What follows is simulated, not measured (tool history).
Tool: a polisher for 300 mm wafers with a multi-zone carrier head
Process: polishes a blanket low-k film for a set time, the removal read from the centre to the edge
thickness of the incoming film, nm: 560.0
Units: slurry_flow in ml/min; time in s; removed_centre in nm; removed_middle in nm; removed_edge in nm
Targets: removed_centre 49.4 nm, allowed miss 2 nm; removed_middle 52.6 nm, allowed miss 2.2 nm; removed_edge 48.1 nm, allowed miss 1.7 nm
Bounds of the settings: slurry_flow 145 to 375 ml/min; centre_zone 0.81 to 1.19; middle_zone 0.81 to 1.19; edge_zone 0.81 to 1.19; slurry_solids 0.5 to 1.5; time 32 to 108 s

| run | hour | slurry_flow | centre_zone | middle_zone | edge_zone | slurry_solids | time | removed_centre | removed_middle | removed_edge |
|---|---|---|---|---|---|---|---|---|---|---|
| 1 | 0 | 240 | 1 | 1 | 1 | 1 | 70 | 30.18 | 28.37 | 29.428 |
| 2 | 0.8 | 240 | 1 | 1 | 1 | 1.2 | 70 | 32.734 | 30.802 | 31.179 |
| 3 | 6 | 240 | 1 | 1 | 1 | 1.2 | 57 | 26.976 | 24.348 | 25.375 |
| 4 | 7.6 | 245 | 1 | 1.02 | 1.02 | 1.25 | 62 | 29.936 | 27.449 | 28.803 |
| 5 | 15.3 | 245 | 1 | 1.02 | 0.99 | 1.25 | 62 | 29.556 | 27.687 | 27.895 |
| 6 | 22.8 | 245 | 1 | 1.02 | 0.91 | 1.25 | 62 | 29.776 | 27.5 | 26.813 |
| 7 | 25.9 | 250 | 1 | 1.04 | 0.94 | 1.3 | 67 | 32.943 | 30.584 | 29.949 |
| 8 | 27.3 | 245 | 0.99 | 1.06 | 0.94 | 1.35 | 72 | 34.92 | 34.208 | 32.483 |
| 9 | 33.9 | 245 | 0.99 | 1.07 | 0.96 | 1.4 | 76 | 37.096 | 37.051 | 35.552 |
| 10 | 36.4 | 250 | 1 | 1.09 | 0.97 | 1.4 | 79 | 39.082 | 39.125 | 37.31 |
| 11 | 38.2 | 250 | 1 | 1.1 | 0.97 | 1.4 | 82 | 39.983 | 41.137 | 38.435 |
| 12 | 40.8 | 255 | 1.01 | 1.11 | 0.98 | 1.4 | 84 | 41.483 | 41.781 | 39.749 |
| 13 | 42.5 | 255 | 1.01 | 1.12 | 0.98 | 1.4 | 86 | 43.47 | 43.09 | 40.784 |
| 14 | 51 | 255 | 1.01 | 1.13 | 0.98 | 1.4 | 88 | 44.971 | 44.675 | 41.574 |
| 15 | 56.3 | 255 | 1 | 1.14 | 0.98 | 1.4 | 89 | 44.666 | 46.432 | 42.144 |
| 16 | 64.3 | 255 | 1 | 1.15 | 0.99 | 1.4 | 90 | 43.726 | 46.685 | 41.801 |
|  | 72.8 | centre zone pressure recalibrated |
| 17 | 72.8 | 285 | 1 | 1.14 | 1.04 | 1.5 | 96 | 47.115 | 50.575 | 47.701 |
| 18 | 76.9 | 285 | 1 | 1.15 | 1.04 | 1.5 | 96 | 47.307 | 50.626 | 48.097 |
| 19 | 84.9 | 285 | 1 | 1.16 | 1.04 | 1.5 | 96 | 48.123 | 51.958 | 47.434 |

5 next moves are on the table. One of them brings every result within its allowed miss. Which?
| A | 92.9 | 335 | 1.03 | 1.11 | 1.06 | 1.5 | 92 | ? | ? | ? |
| B | 92.9 | 315 | 1.04 | 1.18 | 1.03 | 1.5 | 95 | ? | ? | ? |
| C | 92.9 | 180 | 1.06 | 1.04 | 1.01 | 1.45 | 104 | ? | ? | ? |
| D | 92.9 | 300 | 0.93 | 1.19 | 1.01 | 1.5 | 97 | ? | ? | ? |
| E | 92.9 | 365 | 0.93 | 1.19 | 1 | 1.5 | 95 | ? | ? | ? |

| move | removed_centre | removed_middle | removed_edge |
|---|---|---|---|
| A | 46.653 | 47.091 | 46.885 |
| B | 48.39 | 50.991 | 47.498 |
| C | 49.899 | 46.652 | 48.768 |
| D | 43.938 | 52.253 | 47.872 |
| E | 43.815 | 52.017 | 47.25 |
A: further off than the last run
B: meets every target
C: brings the result that was furthest off to its target, and leaves another outside
D: further off than the last run
E: further off than the last run
The right move is B.
